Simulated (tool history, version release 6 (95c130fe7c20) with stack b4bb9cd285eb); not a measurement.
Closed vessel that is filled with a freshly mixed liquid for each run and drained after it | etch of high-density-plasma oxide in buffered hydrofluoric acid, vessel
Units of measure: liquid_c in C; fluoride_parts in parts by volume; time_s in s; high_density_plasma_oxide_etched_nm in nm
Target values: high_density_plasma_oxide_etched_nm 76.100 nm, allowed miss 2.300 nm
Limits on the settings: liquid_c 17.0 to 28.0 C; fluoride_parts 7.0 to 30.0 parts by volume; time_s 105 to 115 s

run,hour,liquid_c,fluoride_parts,time_s,high_density_plasma_oxide_etched_nm
1,0.0,20.0,20.0,105,54.294
2,3.7,20.0,17.0,105,63.495
3,9.8,20.0,17.0,105,63.830
4,18.1,22.0,17.0,105,71.229
5,23.4,22.0,20.0,105,60.593
6,30.7,23.0,20.0,105,64.258
7,39.4,24.0,20.0,105,67.400
8,46.7,24.5,20.0,105,69.567
9,53.5,25.0,20.0,105,71.125
10,62.0,25.5,20.0,105,73.082

Which one of the following 4 next-run settings gets every result inside its allowed miss? There is exactly one.
A,70.5,28.0,26.5,115,?
B,70.5,26.0,23.5,110,?
C,70.5,27.0,25.0,110,?
D,70.5,23.5,19.0,110,?

move,high_density_plasma_oxide_etched_nm
A,75.855
B,70.735
C,71.558
D,72.535
A: all results in spec
B: lands further from the targets than the last run did
C: lands further from the targets than the last run did
D: lands further from the targets than the last run did
The move that meets every target is A.
